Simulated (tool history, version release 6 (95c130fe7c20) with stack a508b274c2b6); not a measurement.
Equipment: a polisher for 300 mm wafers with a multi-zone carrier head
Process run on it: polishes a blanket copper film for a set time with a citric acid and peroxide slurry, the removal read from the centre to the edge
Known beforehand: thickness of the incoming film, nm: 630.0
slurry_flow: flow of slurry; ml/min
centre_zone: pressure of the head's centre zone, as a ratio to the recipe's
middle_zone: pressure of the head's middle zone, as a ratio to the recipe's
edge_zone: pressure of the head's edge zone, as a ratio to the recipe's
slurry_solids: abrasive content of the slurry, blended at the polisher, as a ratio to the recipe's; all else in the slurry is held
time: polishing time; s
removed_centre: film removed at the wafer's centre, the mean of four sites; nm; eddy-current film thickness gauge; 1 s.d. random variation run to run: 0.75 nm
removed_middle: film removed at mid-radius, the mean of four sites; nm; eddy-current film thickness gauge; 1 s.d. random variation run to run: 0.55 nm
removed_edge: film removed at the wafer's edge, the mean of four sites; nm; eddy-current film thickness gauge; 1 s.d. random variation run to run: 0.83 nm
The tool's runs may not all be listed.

run,day,slurry_flow,centre_zone,middle_zone,edge_zone,slurry_solids,time,removed_centre,removed_middle,removed_edge
1,0,280,1,1,1,1,47,119,117.04,121.45
2,0.208,280,1.04,1,1,1,47,126.87,117.2,122.27
3,0.321,280,1.04,1,1,0.85,47,119.07,113.34,118.16
4,0.471,280,1.04,1,0.98,0.8,45,111.58,106.54,110.96
5,0.646,285,1.04,1,0.96,0.75,43,105.8,102.49,102.76
# day 0.975: slurry nozzle cleaned
6,0.975,290,1.03,0.99,0.94,0.7,42,106.24,100.21,101.37
7,1.167,285,1.02,0.99,0.94,0.65,41,100.42,97.176,96.034

For run 8, what comes out?
8,1.417,275,1,0.98,0.93,0.65,40,?,?,?

{"run 8": {"removed_centre": 96.66, "removed_middle": 93.362, "removed_edge": 92.973}}
